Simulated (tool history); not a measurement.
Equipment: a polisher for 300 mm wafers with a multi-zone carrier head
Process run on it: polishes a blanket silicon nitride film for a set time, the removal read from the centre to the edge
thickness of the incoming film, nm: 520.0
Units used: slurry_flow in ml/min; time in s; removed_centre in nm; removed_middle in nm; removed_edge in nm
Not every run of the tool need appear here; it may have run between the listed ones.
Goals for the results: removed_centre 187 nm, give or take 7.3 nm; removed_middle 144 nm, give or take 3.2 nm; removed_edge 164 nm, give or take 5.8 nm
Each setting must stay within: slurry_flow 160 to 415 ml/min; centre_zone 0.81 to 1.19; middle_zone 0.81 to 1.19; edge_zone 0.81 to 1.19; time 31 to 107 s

run  hour  slurry_flow  centre_zone  middle_zone  edge_zone  time  removed_centre  removed_middle  removed_edge
  1     0          265            1            1          1    69          133.14          134.59        138.23
  2   7.5          265            1         0.92          1    69          135.39          125.04        135.23
  3    16          275         1.03         0.92       1.03    70          139.88           130.1        139.24
  4  20.5          265         1.06          0.9       1.04    72          144.76          129.45        144.62
  5  24.1          280         1.08         0.89       1.04    73           153.5          130.81        145.72
  6  31.2          290          1.1         0.89       1.06    74          159.11          132.18        151.92
  7  33.2          305         1.12          0.9       1.06    74          164.08          134.77         152.4
  8  34.8          315         1.13          0.9       1.07    74          163.59          135.13        155.08
  9  42.4          325         1.14          0.9       1.06    75          165.15          138.91        156.95

Pick the move, out of 5, that brings all results within their allowed miss; only one does.
  A    50          375         1.06         0.94       1.07    78               ?               ?             ?
  B    50          295         1.14         0.92       1.05    75               ?               ?             ?
  C    50          360         1.18         0.89       1.05    79               ?               ?             ?
  D    50          205         1.19         0.84       1.04    83               ?               ?             ?
  E    50          295         1.19         0.87        1.1    79               ?               ?             ?

move  removed_centre  removed_middle  removed_edge
   A          171.18          148.99        161.48
   B          172.76          137.53        151.21
   C          192.36          143.62         161.7
   D          189.02          134.42        160.71
   E          189.94          138.26        163.14
A: an improvement on the last run, though not all results are within tolerance
B: an improvement on the last run, though not all results are within tolerance
C: every result lands within tolerance
D: gets the furthest-off result to its target, but another result is out of tolerance
E: gets the furthest-off result to its target, but another result is out of tolerance
Go with C: it meets all targets.
